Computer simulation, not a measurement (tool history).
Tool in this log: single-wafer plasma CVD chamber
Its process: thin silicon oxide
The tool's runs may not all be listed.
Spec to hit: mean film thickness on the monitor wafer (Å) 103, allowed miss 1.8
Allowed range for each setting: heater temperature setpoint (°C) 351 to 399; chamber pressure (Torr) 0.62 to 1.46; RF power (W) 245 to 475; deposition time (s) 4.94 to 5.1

| run | hour | heater temperature setpoint (°C) | chamber pressure (Torr) | RF power (W) | deposition time (s) | mean film thickness on the monitor wafer (Å) |
|---|---|---|---|---|---|---|
| 1 | 0 | 375 | 1.04 | 360 | 4.94 | 121.21 |
| 2 | 7.7 | 381 | 1.04 | 360 | 4.94 | 121.08 |
| 3 | 13.4 | 387 | 1.04 | 360 | 4.94 | 121.14 |
| 4 | 18.6 | 387 | 1.04 | 360 | 4.94 | 119.98 |
| 5 | 25.9 | 387 | 0.98 | 360 | 4.94 | 115 |
| 6 | 28.1 | 387 | 0.98 | 325 | 4.94 | 110.07 |
| 7 | 35.9 | 387 | 0.96 | 325 | 4.94 | 108.91 |
| 8 | 41.2 | 387 | 0.94 | 325 | 4.94 | 106.22 |
| 9 | 46.3 | 387 | 0.93 | 325 | 4.94 | 106.05 |
| 10 | 48.1 | 387 | 0.92 | 325 | 4.94 | 105.9 |

Consider the 4 candidate settings below. Which is the only one whose results all fall within their allowed miss of target?
| A | 49.9 | 383 | 0.93 | 335 | 4.94 | ? |
| B | 49.9 | 389 | 0.99 | 320 | 4.94 | ? |
| C | 49.9 | 383 | 0.95 | 350 | 4.94 | ? |
| D | 49.9 | 392 | 0.86 | 340 | 5.04 | ? |

| move | mean film thickness on the monitor wafer (Å) |
|---|---|
| A | 107.56 |
| B | 110.57 |
| C | 111.52 |
| D | 102.74 |
A: lands further from the targets than the last run did
B: lands further from the targets than the last run did
C: lands further from the targets than the last run did
D: every result lands within tolerance
Correct choice: D, which meets every target

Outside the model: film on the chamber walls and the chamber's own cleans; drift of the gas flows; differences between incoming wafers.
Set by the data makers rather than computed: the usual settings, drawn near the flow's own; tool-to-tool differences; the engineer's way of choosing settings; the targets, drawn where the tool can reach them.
